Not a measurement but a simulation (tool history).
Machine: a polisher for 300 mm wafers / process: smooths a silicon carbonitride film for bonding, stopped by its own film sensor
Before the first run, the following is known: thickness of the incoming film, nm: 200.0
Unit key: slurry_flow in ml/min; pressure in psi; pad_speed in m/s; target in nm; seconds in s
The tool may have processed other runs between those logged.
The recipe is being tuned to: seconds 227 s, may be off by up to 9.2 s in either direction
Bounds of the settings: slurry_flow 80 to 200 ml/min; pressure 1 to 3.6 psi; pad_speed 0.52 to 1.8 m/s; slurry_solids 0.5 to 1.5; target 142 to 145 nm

Run 1, hour 0: slurry_flow 130 ml/min, pressure 2.3 psi, pad_speed 1.16 m/s, slurry_solids 1, target 145 nm. Result: seconds 143.07 s.
Run 2, hour 3: slurry_flow 105 ml/min, pressure 2.3 psi, pad_speed 1.16 m/s, slurry_solids 1, target 145 nm. Result: seconds 153.55 s.
Run 3, hour 11.1: slurry_flow 100 ml/min, pressure 2.1 psi, pad_speed 1.16 m/s, slurry_solids 1, target 145 nm. Result: seconds 165.84 s.
Run 4, hour 18.2: slurry_flow 100 ml/min, pressure 2.7 psi, pad_speed 1.16 m/s, slurry_solids 1, target 145 nm. Result: seconds 131.41 s.
Run 5, hour 21: slurry_flow 100 ml/min, pressure 2.7 psi, pad_speed 1.16 m/s, slurry_solids 1, target 142 nm. Result: seconds 136.65 s.
Run 6, hour 23.2: slurry_flow 100 ml/min, pressure 2.5 psi, pad_speed 1.16 m/s, slurry_solids 1, target 142 nm. Result: seconds 148.09 s.
Run 7, hour 24.2: slurry_flow 100 ml/min, pressure 2.3 psi, pad_speed 1.16 m/s, slurry_solids 1, target 142 nm. Result: seconds 159.69 s.
Run 8, hour 32.6: slurry_flow 100 ml/min, pressure 2.1 psi, pad_speed 1.16 m/s, slurry_solids 1, target 142 nm. Result: seconds 174.02 s.
Run 9, hour 36.3: slurry_flow 100 ml/min, pressure 2 psi, pad_speed 1.16 m/s, slurry_solids 1, target 142 nm. Result: seconds 184.99 s.
Run 10, hour 40.4: slurry_flow 100 ml/min, pressure 1.9 psi, pad_speed 1.16 m/s, slurry_solids 1, target 142 nm. Result: seconds 194.38 s.
Run 11, hour 48.1: slurry_flow 100 ml/min, pressure 1.8 psi, pad_speed 1.16 m/s, slurry_solids 1, target 142 nm. Result: seconds 200.62 s.
Run 12, hour 50.3: slurry_flow 100 ml/min, pressure 1.7 psi, pad_speed 1.16 m/s, slurry_solids 1, target 142 nm. Result: seconds 211.73 s.

Pick the move, out of 4, that brings all results within their allowed miss; only one does.
Run A, hour 52.5: slurry_flow 90 ml/min, pressure 1.1 psi, pad_speed 1.7 m/s, slurry_solids 1.3, target 142 nm. Result: seconds ?.
Run B, hour 52.5: slurry_flow 80 ml/min, pressure 1.7 psi, pad_speed 1.02 m/s, slurry_solids 0.95, target 145 nm. Result: seconds ?.
Run C, hour 52.5: slurry_flow 80 ml/min, pressure 1.6 psi, pad_speed 1.04 m/s, slurry_solids 1.05, target 143 nm. Result: seconds ?.
Run D, hour 52.5: slurry_flow 115 ml/min, pressure 1.5 psi, pad_speed 1.02 m/s, slurry_solids 1.05, target 145 nm. Result: seconds ?.

move  seconds
   A   221.94
   B   241.48
   C   252.22
   D   238.12
A: every result lands within tolerance
B: the result that was furthest off in the last run now lies on the other side of its target
C: the result that was furthest off in the last run now lies on the other side of its target
D: the result that was furthest off in the last run now lies on the other side of its target
The right move is A.

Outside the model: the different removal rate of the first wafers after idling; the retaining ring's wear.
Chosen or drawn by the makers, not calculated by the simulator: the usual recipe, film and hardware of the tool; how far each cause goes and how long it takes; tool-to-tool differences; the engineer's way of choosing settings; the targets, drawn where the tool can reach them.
